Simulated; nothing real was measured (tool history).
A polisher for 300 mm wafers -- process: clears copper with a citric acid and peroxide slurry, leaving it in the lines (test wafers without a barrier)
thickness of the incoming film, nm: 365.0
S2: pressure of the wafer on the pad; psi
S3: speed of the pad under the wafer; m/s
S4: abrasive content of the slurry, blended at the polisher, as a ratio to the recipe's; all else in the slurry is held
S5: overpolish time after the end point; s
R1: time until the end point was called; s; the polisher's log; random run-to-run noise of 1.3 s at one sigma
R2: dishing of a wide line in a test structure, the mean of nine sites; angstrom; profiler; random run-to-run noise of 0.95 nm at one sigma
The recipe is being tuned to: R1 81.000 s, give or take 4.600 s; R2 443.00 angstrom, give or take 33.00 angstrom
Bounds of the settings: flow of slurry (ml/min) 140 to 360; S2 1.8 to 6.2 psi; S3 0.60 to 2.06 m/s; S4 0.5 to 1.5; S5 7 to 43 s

Run 1, day 0.000: flow of slurry (ml/min) 230, S2 4.0 psi, S3 1.32 m/s, S4 1.0, S5 22 s. Result: R1 87.546 s, R2 636.57 angstrom.
Run 2, day 0.162: flow of slurry (ml/min) 230, S2 4.0 psi, S3 1.32 m/s, S4 1.2, S5 22 s. Result: R1 84.130 s, R2 621.84 angstrom.
Run 3, day 0.517: flow of slurry (ml/min) 230, S2 4.0 psi, S3 1.32 m/s, S4 1.2, S5 16 s. Result: R1 83.049 s, R2 494.24 angstrom.
Run 4, day 0.846: flow of slurry (ml/min) 230, S2 4.0 psi, S3 1.32 m/s, S4 1.4, S5 16 s. Result: R1 83.982 s, R2 517.11 angstrom.
Run 5, day 1.204: flow of slurry (ml/min) 230, S2 4.0 psi, S3 1.32 m/s, S4 1.4, S5 7 s. Result: R1 80.537 s, R2 249.88 angstrom.
Run 6, day 1.329: flow of slurry (ml/min) 230, S2 4.0 psi, S3 1.66 m/s, S4 1.4, S5 7 s. Result: R1 70.132 s, R2 290.78 angstrom.
Run 7, day 1.633: flow of slurry (ml/min) 230, S2 4.0 psi, S3 1.66 m/s, S4 1.4, S5 8 s. Result: R1 69.652 s, R2 325.08 angstrom.
Run 8, day 1.846: flow of slurry (ml/min) 230, S2 3.4 psi, S3 1.62 m/s, S4 1.4, S5 18 s. Result: R1 84.228 s, R2 520.48 angstrom.
Run 9, day 1.900: flow of slurry (ml/min) 230, S2 3.4 psi, S3 1.64 m/s, S4 1.4, S5 16 s. Result: R1 82.706 s, R2 500.08 angstrom.
Run 10, day 2.158: flow of slurry (ml/min) 230, S2 3.5 psi, S3 1.62 m/s, S4 1.4, S5 15 s. Result: R1 79.387 s, R2 477.42 angstrom.

Exercise: of the 5 proposed moves below, exactly one satisfies all targets within the stated allowed misses. Which move is it?
Run A, day 2.417: flow of slurry (ml/min) 255, S2 4.0 psi, S3 1.64 m/s, S4 1.3, S5 12 s. Result: R1 ?, R2 ?.
Run B, day 2.417: flow of slurry (ml/min) 220, S2 3.5 psi, S3 1.34 m/s, S4 1.4, S5 12 s. Result: R1 ?, R2 ?.
Run C, day 2.417: flow of slurry (ml/min) 215, S2 3.6 psi, S3 1.56 m/s, S4 1.4, S5 13 s. Result: R1 ?, R2 ?.
Run D, day 2.417: flow of slurry (ml/min) 175, S2 3.6 psi, S3 1.28 m/s, S4 1.5, S5 12 s. Result: R1 ?, R2 ?.
Run E, day 2.417: flow of slurry (ml/min) 240, S2 3.2 psi, S3 1.50 m/s, S4 1.4, S5 12 s. Result: R1 ?, R2 ?.

move      R1      R2
   A  70.267  456.24
   B  91.110  363.96
   C  80.695  431.79
   D  92.867  358.64
   E  91.455  360.83
A: the worst result of the last run now meets its target, but another is out of spec
B: takes the result that was furthest off past its target
C: hits every target within its allowed miss
D: takes the result that was furthest off past its target
E: takes the result that was furthest off past its target
C meets every target.
